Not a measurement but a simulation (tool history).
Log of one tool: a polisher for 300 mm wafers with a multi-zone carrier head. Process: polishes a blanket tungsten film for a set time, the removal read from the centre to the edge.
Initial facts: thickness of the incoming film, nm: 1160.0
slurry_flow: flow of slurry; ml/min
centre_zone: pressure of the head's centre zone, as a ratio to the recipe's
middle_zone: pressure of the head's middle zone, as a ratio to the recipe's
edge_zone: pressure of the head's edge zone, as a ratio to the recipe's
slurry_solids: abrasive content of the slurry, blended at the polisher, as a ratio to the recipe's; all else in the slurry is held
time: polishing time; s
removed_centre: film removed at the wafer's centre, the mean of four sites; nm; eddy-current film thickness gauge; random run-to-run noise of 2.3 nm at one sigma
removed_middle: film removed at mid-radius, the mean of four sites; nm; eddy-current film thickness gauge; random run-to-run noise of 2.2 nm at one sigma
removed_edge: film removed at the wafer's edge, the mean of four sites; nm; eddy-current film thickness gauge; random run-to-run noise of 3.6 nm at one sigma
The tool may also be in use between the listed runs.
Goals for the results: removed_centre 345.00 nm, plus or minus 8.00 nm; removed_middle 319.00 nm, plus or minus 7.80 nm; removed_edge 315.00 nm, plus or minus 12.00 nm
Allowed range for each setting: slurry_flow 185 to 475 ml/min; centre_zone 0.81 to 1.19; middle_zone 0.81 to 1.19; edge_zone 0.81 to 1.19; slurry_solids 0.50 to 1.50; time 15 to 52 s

{"run": 1, "hour": 0.0, "slurry_flow": 305, "centre_zone": 1.0, "middle_zone": 1.0, "edge_zone": 1.0, "slurry_solids": 1.0, "time": 33, "removed_centre": 209.67, "removed_middle": 215.4, "removed_edge": 212.62}
{"run": 2, "hour": 5.9, "slurry_flow": 325, "centre_zone": 1.06, "middle_zone": 1.03, "edge_zone": 1.06, "slurry_solids": 1.15, "time": 35, "removed_centre": 247.76, "removed_middle": 246.12, "removed_edge": 242.78}
{"run": 3, "hour": 7.1, "slurry_flow": 325, "centre_zone": 1.06, "middle_zone": 1.03, "edge_zone": 1.06, "slurry_solids": 1.15, "time": 31, "removed_centre": 218.85, "removed_middle": 219.53, "removed_edge": 209.35}
{"run": 4, "hour": 9.5, "slurry_flow": 325, "centre_zone": 0.99, "middle_zone": 1.03, "edge_zone": 1.06, "slurry_solids": 1.15, "time": 31, "removed_centre": 206.82, "removed_middle": 218.56, "removed_edge": 216.69}
{"run": 5, "hour": 12.1, "slurry_flow": 350, "centre_zone": 0.99, "middle_zone": 1.03, "edge_zone": 1.06, "slurry_solids": 1.15, "time": 31, "removed_centre": 205.61, "removed_middle": 220.3, "removed_edge": 218.31}
{"run": 6, "hour": 20.3, "slurry_flow": 350, "centre_zone": 0.99, "middle_zone": 1.03, "edge_zone": 1.06, "slurry_solids": 1.15, "time": 28, "removed_centre": 183.93, "removed_middle": 197.96, "removed_edge": 194.5}
{"run": 7, "hour": 24.4, "slurry_flow": 350, "centre_zone": 1.04, "middle_zone": 1.04, "edge_zone": 1.09, "slurry_solids": 1.25, "time": 32, "removed_centre": 230.15, "removed_middle": 234.36, "removed_edge": 230.29}
{"run": 8, "hour": 25.6, "slurry_flow": 355, "centre_zone": 1.07, "middle_zone": 1.05, "edge_zone": 1.12, "slurry_solids": 1.35, "time": 34, "removed_centre": 256.32, "removed_middle": 253.21, "removed_edge": 257.36}
{"run": 9, "hour": 26.5, "slurry_flow": 365, "centre_zone": 1.11, "middle_zone": 1.07, "edge_zone": 1.14, "slurry_solids": 1.4, "time": 36, "removed_centre": 290.61, "removed_middle": 280.33, "removed_edge": 276.43}
{"run": 10, "hour": 28.9, "slurry_flow": 370, "centre_zone": 1.13, "middle_zone": 1.08, "edge_zone": 1.16, "slurry_solids": 1.45, "time": 37, "removed_centre": 304.56, "removed_middle": 296.75, "removed_edge": 293.3}
{"run": 11, "hour": 30.4, "slurry_flow": 385, "centre_zone": 1.15, "middle_zone": 1.08, "edge_zone": 1.17, "slurry_solids": 1.45, "time": 37, "removed_centre": 310.37, "removed_middle": 292.78, "removed_edge": 291.58}
{"run": 12, "hour": 36.7, "slurry_flow": 385, "centre_zone": 1.16, "middle_zone": 1.08, "edge_zone": 1.17, "slurry_solids": 1.45, "time": 38, "removed_centre": 321.67, "removed_middle": 305.2, "removed_edge": 292.82}
{"run": 13, "hour": 44.1, "slurry_flow": 380, "centre_zone": 1.16, "middle_zone": 1.07, "edge_zone": 1.18, "slurry_solids": 1.45, "time": 39, "removed_centre": 330.0, "removed_middle": 309.75, "removed_edge": 310.89}
{"run": 14, "hour": 52.4, "slurry_flow": 380, "centre_zone": 1.17, "middle_zone": 1.07, "edge_zone": 1.18, "slurry_solids": 1.45, "time": 39, "removed_centre": 331.95, "removed_middle": 309.47, "removed_edge": 308.61}
{"run": 15, "hour": 54.9, "slurry_flow": 385, "centre_zone": 1.18, "middle_zone": 1.07, "edge_zone": 1.18, "slurry_solids": 1.45, "time": 39, "removed_centre": 334.13, "removed_middle": 308.29, "removed_edge": 307.19}

5 candidate next runs follow, results not yet known. Just one meets every target within its allowed miss. Identify it.
{"run": "A", "hour": 57.4, "slurry_flow": 420, "centre_zone": 1.19, "middle_zone": 1.11, "edge_zone": 1.09, "slurry_solids": 1.45, "time": 39, "removed_centre": "?", "removed_middle": "?", "removed_edge": "?"}
{"run": "B", "hour": 57.4, "slurry_flow": 400, "centre_zone": 1.16, "middle_zone": 1.19, "edge_zone": 1.04, "slurry_solids": 1.4, "time": 39, "removed_centre": "?", "removed_middle": "?", "removed_edge": "?"}
{"run": "C", "hour": 57.4, "slurry_flow": 350, "centre_zone": 1.18, "middle_zone": 1.03, "edge_zone": 1.17, "slurry_solids": 1.4, "time": 41, "removed_centre": "?", "removed_middle": "?", "removed_edge": "?"}
{"run": "D", "hour": 57.4, "slurry_flow": 415, "centre_zone": 1.13, "middle_zone": 1.08, "edge_zone": 1.18, "slurry_solids": 1.45, "time": 38, "removed_centre": "?", "removed_middle": "?", "removed_edge": "?"}
{"run": "E", "hour": 57.4, "slurry_flow": 300, "centre_zone": 1.18, "middle_zone": 1.07, "edge_zone": 1.15, "slurry_solids": 1.45, "time": 41, "removed_centre": "?", "removed_middle": "?", "removed_edge": "?"}

move=A removed_centre=345.59 removed_middle=318.14 removed_edge=300.73
move=B removed_centre=331.69 removed_middle=332.74 removed_edge=289.34
move=C removed_centre=348.62 removed_middle=304.49 removed_edge=320.00
move=D removed_centre=319.15 removed_middle=302.49 removed_edge=305.05
move=E removed_centre=344.89 removed_middle=311.76 removed_edge=315.72
A: brings the result that was furthest off to its target, and leaves another outside
B: takes the biggest miss from the last run beyond its target
C: moves away from the targets compared with the last run
D: moves away from the targets compared with the last run
E: in spec on every target
The right move is E.
